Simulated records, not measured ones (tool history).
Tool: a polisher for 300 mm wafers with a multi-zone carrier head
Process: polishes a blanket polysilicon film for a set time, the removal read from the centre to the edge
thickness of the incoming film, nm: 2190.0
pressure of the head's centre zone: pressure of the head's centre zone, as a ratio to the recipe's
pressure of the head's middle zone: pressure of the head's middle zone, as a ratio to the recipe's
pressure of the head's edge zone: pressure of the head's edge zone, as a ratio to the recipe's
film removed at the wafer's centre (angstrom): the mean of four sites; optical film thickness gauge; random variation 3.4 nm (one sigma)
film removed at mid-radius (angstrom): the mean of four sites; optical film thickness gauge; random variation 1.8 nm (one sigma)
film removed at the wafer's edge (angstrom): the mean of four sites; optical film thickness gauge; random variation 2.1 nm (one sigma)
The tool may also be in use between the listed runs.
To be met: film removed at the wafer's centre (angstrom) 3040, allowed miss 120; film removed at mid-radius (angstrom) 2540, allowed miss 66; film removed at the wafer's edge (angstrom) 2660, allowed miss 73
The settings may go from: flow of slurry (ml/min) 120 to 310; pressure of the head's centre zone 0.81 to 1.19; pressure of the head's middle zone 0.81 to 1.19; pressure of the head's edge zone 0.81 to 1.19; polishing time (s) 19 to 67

run,hour,flow of slurry (ml/min),pressure of the head's centre zone,pressure of the head's middle zone,pressure of the head's edge zone,polishing time (s),film removed at the wafer's centre (angstrom),film removed at mid-radius (angstrom),film removed at the wafer's edge (angstrom)
1,0,200,1,1,1,43,3341.3,3318.3,3358.8
2,7.8,195,1.01,0.98,0.98,42,3187.8,3187.1,3255.3
3,16.1,200,1.04,0.96,0.96,41,3257.5,3065.6,3168.9
4,16.7,200,1,0.96,0.96,41,3172.5,3059.7,3153.2
5,22.4,170,1,0.96,0.96,41,3086.9,3014.4,3135
6,23.2,170,1,1.04,0.96,41,3084.9,3172,3124.7
7,26.4,175,1.02,1.02,0.95,40,3031.7,3079,3023.5
8,35.2,175,1.04,1,0.93,39,3029.6,2955.7,2979.5
9,43.5,180,1.06,0.99,0.92,38,3053.2,2887.2,2877.5

Which of these 4 next moves meets every target?
A,51.8,160,1.16,0.92,0.89,34,?,?,?
B,51.8,160,1.16,1.06,0.88,35,?,?,?
C,51.8,155,1.08,0.85,0.99,37,?,?,?
D,51.8,205,1.09,0.88,0.86,36,?,?,?

move,film removed at the wafer's centre (angstrom),film removed at mid-radius (angstrom),film removed at the wafer's edge (angstrom)
A,2944.2,2432.4,2501.2
B,3033.2,2764.7,2557.5
C,2969.3,2501.6,2856.4
D,3009.7,2562.3,2656.2
A: takes the result that was furthest off past its target
B: nearer than the last run, and not there yet
C: brings the result that was furthest off to its target, and leaves another outside
D: meets every target
Answer: D
